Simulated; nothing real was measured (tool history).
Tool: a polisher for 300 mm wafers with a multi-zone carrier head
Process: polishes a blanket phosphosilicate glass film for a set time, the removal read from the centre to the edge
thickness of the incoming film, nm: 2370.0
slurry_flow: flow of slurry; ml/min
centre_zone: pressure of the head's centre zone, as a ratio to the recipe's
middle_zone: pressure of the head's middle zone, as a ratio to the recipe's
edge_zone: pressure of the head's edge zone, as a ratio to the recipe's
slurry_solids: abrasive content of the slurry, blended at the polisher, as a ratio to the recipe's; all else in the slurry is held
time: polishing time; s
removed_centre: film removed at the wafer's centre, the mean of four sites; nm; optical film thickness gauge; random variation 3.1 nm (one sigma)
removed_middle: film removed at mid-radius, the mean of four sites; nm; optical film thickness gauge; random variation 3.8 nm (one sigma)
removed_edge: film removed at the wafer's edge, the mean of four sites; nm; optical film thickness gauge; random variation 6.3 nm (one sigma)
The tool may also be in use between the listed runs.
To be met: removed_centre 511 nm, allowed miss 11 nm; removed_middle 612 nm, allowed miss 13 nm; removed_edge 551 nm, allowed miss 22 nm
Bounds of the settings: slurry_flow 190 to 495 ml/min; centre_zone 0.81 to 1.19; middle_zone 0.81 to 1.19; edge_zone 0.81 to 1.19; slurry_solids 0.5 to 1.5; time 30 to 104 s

run 1 hour=0 | slurry_flow=320 centre_zone=1 middle_zone=1 edge_zone=1 slurry_solids=1 time=67 | removed_centre=788.37 removed_middle=791 removed_edge=796.33
run 2 hour=7.1 | slurry_flow=320 centre_zone=1 middle_zone=1 edge_zone=0.95 slurry_solids=1 time=67 | removed_centre=784.55 removed_middle=798.19 removed_edge=769.42
run 3 hour=13.4 | slurry_flow=315 centre_zone=0.97 middle_zone=0.99 edge_zone=0.93 slurry_solids=0.9 time=67 | removed_centre=710.62 removed_middle=728.69 removed_edge=702.56
run 4 hour=21.1 | slurry_flow=315 centre_zone=0.97 middle_zone=0.99 edge_zone=0.93 slurry_solids=0.9 time=53 | removed_centre=553.57 removed_middle=578.29 removed_edge=564.34
run 5 hour=29.9 | slurry_flow=310 centre_zone=0.96 middle_zone=1.01 edge_zone=0.93 slurry_solids=0.9 time=53 | removed_centre=555.25 removed_middle=586.48 removed_edge=571.1
run 6 hour=30.7 | slurry_flow=310 centre_zone=0.96 middle_zone=1.01 edge_zone=1.01 slurry_solids=0.9 time=53 | removed_centre=554.33 removed_middle=579.28 removed_edge=573.53
run 7 hour=34.3 | slurry_flow=305 centre_zone=0.95 middle_zone=1.03 edge_zone=1 slurry_solids=0.9 time=53 | removed_centre=550.5 removed_middle=594.09 removed_edge=568.89
run 8 hour=37.3 | slurry_flow=300 centre_zone=0.94 middle_zone=1.04 edge_zone=1 slurry_solids=0.9 time=53 | removed_centre=534.72 removed_middle=591.37 removed_edge=574.82
run 9 hour=42.7 | slurry_flow=300 centre_zone=0.94 middle_zone=1.05 edge_zone=0.98 slurry_solids=0.9 time=53 | removed_centre=535.99 removed_middle=592.48 removed_edge=562
run 10 hour=46.3 | slurry_flow=300 centre_zone=0.93 middle_zone=1.06 edge_zone=0.98 slurry_solids=0.9 time=53 | removed_centre=531.14 removed_middle=597.63 removed_edge=564.93
run 11 hour=47.4 | slurry_flow=300 centre_zone=0.93 middle_zone=1.07 edge_zone=0.98 slurry_solids=0.9 time=53 | removed_centre=529.05 removed_middle=607.26 removed_edge=576.55
run 12 hour=51.7 | slurry_flow=295 centre_zone=0.93 middle_zone=1.07 edge_zone=0.96 slurry_solids=0.9 time=53 | removed_centre=531.82 removed_middle=610.44 removed_edge=554.42

5 next moves are on the table. One of them brings every result within its allowed miss. Which?
run A hour=56 | slurry_flow=285 centre_zone=0.94 middle_zone=1.15 edge_zone=1.05 slurry_solids=0.85 time=53 | removed_centre=? removed_middle=? removed_edge=?
run B hour=56 | slurry_flow=240 centre_zone=0.97 middle_zone=1.19 edge_zone=0.85 slurry_solids=0.85 time=53 | removed_centre=? removed_middle=? removed_edge=?
run C hour=56 | slurry_flow=270 centre_zone=0.87 middle_zone=1.13 edge_zone=1.01 slurry_solids=1 time=48 | removed_centre=? removed_middle=? removed_edge=?
run D hour=56 | slurry_flow=265 centre_zone=1 middle_zone=1.06 edge_zone=0.96 slurry_solids=0.85 time=55 | removed_centre=? removed_middle=? removed_edge=?
run E hour=56 | slurry_flow=350 centre_zone=0.86 middle_zone=1.19 edge_zone=0.98 slurry_solids=0.9 time=51 | removed_centre=? removed_middle=? removed_edge=?

move=A removed_centre=510.79 removed_middle=611.93 removed_edge=558.07
move=B removed_centre=513.65 removed_middle=614.87 removed_edge=496.82
move=C removed_centre=483.34 removed_middle=615.21 removed_edge=558.77
move=D removed_centre=556.27 removed_middle=591.34 removed_edge=551.5
move=E removed_centre=484.89 removed_middle=647.32 removed_edge=552.64
A: meets every target
B: brings the result that was furthest off to its target, and leaves another outside
C: takes the result that was furthest off past its target
D: further off than the last run
E: takes the result that was furthest off past its target
Move A is the one to make.
